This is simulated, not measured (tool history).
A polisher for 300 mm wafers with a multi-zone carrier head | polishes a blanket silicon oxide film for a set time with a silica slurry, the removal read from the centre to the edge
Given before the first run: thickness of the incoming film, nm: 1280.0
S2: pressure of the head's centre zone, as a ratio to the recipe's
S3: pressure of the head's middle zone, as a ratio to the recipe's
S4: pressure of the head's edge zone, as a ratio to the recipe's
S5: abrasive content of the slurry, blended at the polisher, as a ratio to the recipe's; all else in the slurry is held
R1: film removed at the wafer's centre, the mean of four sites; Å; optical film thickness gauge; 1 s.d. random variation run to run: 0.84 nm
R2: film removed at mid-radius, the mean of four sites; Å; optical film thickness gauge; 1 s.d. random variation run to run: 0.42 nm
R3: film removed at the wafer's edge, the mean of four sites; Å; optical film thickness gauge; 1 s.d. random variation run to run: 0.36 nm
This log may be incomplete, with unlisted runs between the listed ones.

run 1 hour=0.0 | flow_of_slurry_(ml/min)=125 S2=1.00 S3=1.00 S4=1.00 S5=1.00 polishing_time_(s)=33 | R1=1217.00 R2=1183.00 R3=1158.70
run 2 hour=5.9 | flow_of_slurry_(ml/min)=100 S2=1.00 S3=1.00 S4=1.00 S5=1.00 polishing_time_(s)=33 | R1=1124.20 R2=1113.70 R3=1118.40
run 3 hour=7.9 | flow_of_slurry_(ml/min)=100 S2=1.07 S3=1.00 S4=1.00 S5=1.00 polishing_time_(s)=33 | R1=1264.70 R2=1102.40 R3=1138.80
run 4 hour=11.2 | flow_of_slurry_(ml/min)=100 S2=1.07 S3=1.04 S4=1.00 S5=1.00 polishing_time_(s)=33 | R1=1202.00 R2=1155.40 R3=1122.00
run 5 hour=18.2 | flow_of_slurry_(ml/min)=95 S2=1.05 S3=1.02 S4=1.00 S5=0.95 polishing_time_(s)=32 | R1=1113.20 R2=1068.10 R3=1065.00
run 6 hour=26.8 | flow_of_slurry_(ml/min)=95 S2=1.04 S3=1.00 S4=1.00 S5=0.90 polishing_time_(s)=31 | R1=1041.90 R2=980.84 R3=1007.60
run 7 hour=30.9 | flow_of_slurry_(ml/min)=95 S2=1.03 S3=0.98 S4=0.99 S5=0.85 polishing_time_(s)=30 | R1=980.95 R2=915.26 R3=941.54
run 8 hour=39.3 | flow_of_slurry_(ml/min)=75 S2=1.01 S3=0.88 S4=1.09 S5=0.60 polishing_time_(s)=20 | R1=516.93 R2=455.13 R3=537.20
run 9 hour=45.9 | flow_of_slurry_(ml/min)=75 S2=1.01 S3=0.88 S4=1.10 S5=0.60 polishing_time_(s)=20 | R1=506.28 R2=454.26 R3=545.55
run 10 hour=50.8 | flow_of_slurry_(ml/min)=75 S2=1.02 S3=0.88 S4=1.10 S5=0.60 polishing_time_(s)=20 | R1=499.63 R2=446.04 R3=541.60

For run 11, what comes out?
run 11 hour=55.3 | flow_of_slurry_(ml/min)=80 S2=1.03 S3=0.88 S4=1.10 S5=0.60 polishing_time_(s)=20 | R1=? R2=? R3=?

R1: 536.36 Å
R2: 458.02 Å
R3: 542.37 Å
